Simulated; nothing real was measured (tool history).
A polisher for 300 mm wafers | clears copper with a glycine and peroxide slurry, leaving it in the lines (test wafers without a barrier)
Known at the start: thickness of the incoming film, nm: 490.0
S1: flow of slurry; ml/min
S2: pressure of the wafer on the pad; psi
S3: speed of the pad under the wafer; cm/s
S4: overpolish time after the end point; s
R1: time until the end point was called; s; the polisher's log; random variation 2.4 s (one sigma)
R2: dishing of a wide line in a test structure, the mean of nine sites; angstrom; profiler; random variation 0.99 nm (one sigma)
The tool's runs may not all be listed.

run    day   S1   S2   S3  S4       R1      R2
  1  0.000  220  2.4  108  14   76.635  479.09
  2  0.292  220  2.1  104  15   84.913  452.06
  3  0.362  220  1.8   98  17  102.040  460.09
  4  0.646  220  1.8   88  17  107.350  430.03
  5  0.796  220  2.3   88  17   87.503  504.10
  6  1.021  220  2.1   86  17   95.362  465.51
  7  1.304  220  1.9   84  17  107.230  443.89

The next listed run, before its measurement:
  8  1.458  220  1.4  80  17   ?   ?

{"run 8": {"R1": 132.78, "R2": 371.64}}
